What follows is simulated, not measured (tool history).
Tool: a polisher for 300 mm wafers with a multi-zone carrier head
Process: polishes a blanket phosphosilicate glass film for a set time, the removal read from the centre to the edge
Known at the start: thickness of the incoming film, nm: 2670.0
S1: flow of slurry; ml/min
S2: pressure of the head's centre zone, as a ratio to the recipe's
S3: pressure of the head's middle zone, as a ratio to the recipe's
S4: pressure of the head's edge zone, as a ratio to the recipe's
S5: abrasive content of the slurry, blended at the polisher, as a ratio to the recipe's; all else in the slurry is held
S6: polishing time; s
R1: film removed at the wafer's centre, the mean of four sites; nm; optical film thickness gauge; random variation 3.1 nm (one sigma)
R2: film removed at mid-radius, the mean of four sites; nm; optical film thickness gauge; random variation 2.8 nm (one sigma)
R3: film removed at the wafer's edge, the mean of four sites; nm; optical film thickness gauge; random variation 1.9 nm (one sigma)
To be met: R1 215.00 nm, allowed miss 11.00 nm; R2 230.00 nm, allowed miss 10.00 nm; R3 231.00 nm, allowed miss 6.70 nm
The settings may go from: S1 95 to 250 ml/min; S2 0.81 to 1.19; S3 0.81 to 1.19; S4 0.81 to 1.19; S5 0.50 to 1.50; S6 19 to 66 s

Run 1, hour 0.0: S1 160 ml/min, S2 1.00, S3 1.00, S4 1.00, S5 1.00, S6 42 s. Result: R1 266.52 nm, R2 263.22 nm, R3 273.01 nm.
Run 2, hour 4.8: S1 160 ml/min, S2 1.00, S3 1.05, S4 1.00, S5 1.00, S6 42 s. Result: R1 260.34 nm, R2 263.27 nm, R3 276.04 nm.
Run 3, hour 11.8: S1 160 ml/min, S2 1.03, S3 1.05, S4 1.00, S5 1.00, S6 42 s. Result: R1 270.81 nm, R2 270.42 nm, R3 271.93 nm.
Run 4, hour 12.7: S1 160 ml/min, S2 1.03, S3 1.05, S4 1.00, S5 0.80, S6 42 s. Result: R1 254.11 nm, R2 244.53 nm, R3 256.01 nm.
Run 5, hour 14.1: S1 155 ml/min, S2 1.01, S3 1.06, S4 0.98, S5 0.80, S6 42 s. Result: R1 242.58 nm, R2 245.72 nm, R3 249.69 nm.
Run 6, hour 15.7: S1 155 ml/min, S2 1.01, S3 1.12, S4 0.98, S5 0.80, S6 42 s. Result: R1 241.35 nm, R2 260.01 nm, R3 253.31 nm.
Run 7, hour 18.4: S1 150 ml/min, S2 1.00, S3 1.10, S4 0.97, S5 0.80, S6 42 s. Result: R1 242.81 nm, R2 252.50 nm, R3 245.99 nm.
Run 8, hour 20.9: S1 145 ml/min, S2 0.98, S3 1.09, S4 0.97, S5 0.80, S6 42 s. Result: R1 234.11 nm, R2 249.94 nm, R3 248.66 nm.
Run 9, hour 23.8: S1 140 ml/min, S2 0.97, S3 1.08, S4 0.96, S5 0.80, S6 42 s. Result: R1 226.70 nm, R2 247.14 nm, R3 242.43 nm.
Run 10, hour 27.2: S1 135 ml/min, S2 0.97, S3 1.07, S4 0.96, S5 0.80, S6 42 s. Result: R1 225.24 nm, R2 244.61 nm, R3 242.25 nm.
Run 11, hour 29.6: S1 130 ml/min, S2 0.97, S3 1.06, S4 0.96, S5 0.80, S6 42 s. Result: R1 219.84 nm, R2 238.04 nm, R3 242.76 nm.
Run 12, hour 30.2: S1 130 ml/min, S2 0.97, S3 1.06, S4 0.95, S5 0.80, S6 42 s. Result: R1 224.00 nm, R2 237.15 nm, R3 241.29 nm.
Run 13, hour 34.6: S1 110 ml/min, S2 0.95, S3 1.06, S4 0.91, S5 0.75, S6 42 s. Result: R1 202.84 nm, R2 224.20 nm, R3 221.84 nm.

4 next moves are on the table. One of them brings every result within its allowed miss. Which?
Run A, hour 39.0: S1 155 ml/min, S2 1.06, S3 1.16, S4 0.85, S5 0.80, S6 39 s. Result: R1 ?, R2 ?, R3 ?.
Run B, hour 39.0: S1 125 ml/min, S2 0.96, S3 1.05, S4 0.94, S5 0.75, S6 42 s. Result: R1 ?, R2 ?, R3 ?.
Run C, hour 39.0: S1 120 ml/min, S2 1.08, S3 1.08, S4 0.81, S5 0.80, S6 41 s. Result: R1 ?, R2 ?, R3 ?.
Run D, hour 39.0: S1 110 ml/min, S2 0.95, S3 1.04, S4 0.81, S5 0.80, S6 43 s. Result: R1 ?, R2 ?, R3 ?.

move      R1      R2      R3
   A  238.97  242.80  219.13
   B  215.35  227.03  233.76
   C  238.71  228.15  216.09
   D  213.63  227.33  222.77
A: further off than the last run
B: meets every target
C: further off than the last run
D: nearer than the last run, and not there yet
The right move is B.
